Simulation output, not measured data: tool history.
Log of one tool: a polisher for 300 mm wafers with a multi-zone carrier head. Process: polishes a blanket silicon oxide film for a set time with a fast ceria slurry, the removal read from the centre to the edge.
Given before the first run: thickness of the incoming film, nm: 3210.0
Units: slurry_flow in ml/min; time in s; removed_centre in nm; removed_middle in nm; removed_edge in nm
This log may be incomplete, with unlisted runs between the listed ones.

run  hour  slurry_flow  centre_zone  middle_zone  edge_zone  time  removed_centre  removed_middle  removed_edge
  1     0          195            1            1          1    50          1308.5          1281.7          1336
  2   7.7          205         1.02         1.03       1.01    52          1389.9          1392.6        1369.3
  3   8.8          205         1.02         1.03       1.01    62          1660.4          1654.5        1649.9
  4    11          210         1.03         1.04       1.03    63          1691.9            1698        1663.7
  5  16.7          165         1.03         1.04       1.03    63          1637.6          1631.9        1626.8
  6  18.5          165         1.03         1.13       1.03    63          1638.3          1758.3        1585.7
  7  25.7          220         1.13         1.18       1.13    67          1982.6          2017.4        1862.9
  8  32.1          225         1.13         1.18       1.13    67          1987.3          2020.4        1843.8

Run 9 comes next. What will it give?
  9  40.8          230         1.13         1.18       1.13    67               ?               ?             ?

{"run 9": {"removed_centre": 2001.2, "removed_middle": 2048.4, "removed_edge": 1838.8}}
